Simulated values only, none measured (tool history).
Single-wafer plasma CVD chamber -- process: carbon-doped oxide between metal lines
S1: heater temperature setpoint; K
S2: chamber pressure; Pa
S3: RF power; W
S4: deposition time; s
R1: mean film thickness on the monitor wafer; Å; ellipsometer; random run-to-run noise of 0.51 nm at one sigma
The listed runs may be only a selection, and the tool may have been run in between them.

run	hour	S1	S2	S3	S4	R1
1	0	603.15	573	395	19.7	887.47
2	6.1	603.15	573	350	19.7	805.43
3	8.3	603.15	573	325	19.7	751.72
4	11.3	598.15	620	360	19.7	852.06
5	14.2	598.15	664	360	19.7	867.98
6	15.2	594.15	705	375	19.7	918.92
7	18.9	591.15	735	385	19.7	960.48

The next listed run, before its measurement:
8	21.8	588.15	755	395	19.7	?

{"run 8": {"R1": 992.11}}
